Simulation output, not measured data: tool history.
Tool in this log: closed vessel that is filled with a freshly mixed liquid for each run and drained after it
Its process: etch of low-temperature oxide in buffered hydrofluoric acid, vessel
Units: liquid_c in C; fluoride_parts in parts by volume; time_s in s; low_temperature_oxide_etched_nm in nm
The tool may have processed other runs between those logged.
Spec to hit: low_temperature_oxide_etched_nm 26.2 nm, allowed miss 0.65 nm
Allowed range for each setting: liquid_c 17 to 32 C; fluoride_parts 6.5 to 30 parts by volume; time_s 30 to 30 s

run  hour  liquid_c  fluoride_parts  time_s  low_temperature_oxide_etched_nm
  1     0        25            19.5      30                           39.754
  2     4        23            19.5      30                            35.44
  3   5.1        22            19.5      30                           33.521
  4   6.2        21            19.5      30                           31.682
  5  14.5        20            19.5      30                           30.353
  6  15.4      19.5            19.5      30                           29.064
  7  18.4        19            19.5      30                           28.424
  8  26.4      18.5            19.5      30                           27.659

Pick the move, out of 4, that brings all results within their allowed miss; only one does.
  A  34.4        17              19      30                                ?
  B  34.4      19.5            20.5      30                                ?
  C  34.4      20.5            21.5      30                                ?
  D  34.4        17              20      30                                ?

move  low_temperature_oxide_etched_nm
   A                           26.178
   B                           28.195
   C                            28.86
   D                           24.882
A: every result within its allowed miss
B: the biggest miss grows against the last run
C: the biggest miss grows against the last run
D: takes the result that was furthest off past its target
Correct choice: A, which meets every target

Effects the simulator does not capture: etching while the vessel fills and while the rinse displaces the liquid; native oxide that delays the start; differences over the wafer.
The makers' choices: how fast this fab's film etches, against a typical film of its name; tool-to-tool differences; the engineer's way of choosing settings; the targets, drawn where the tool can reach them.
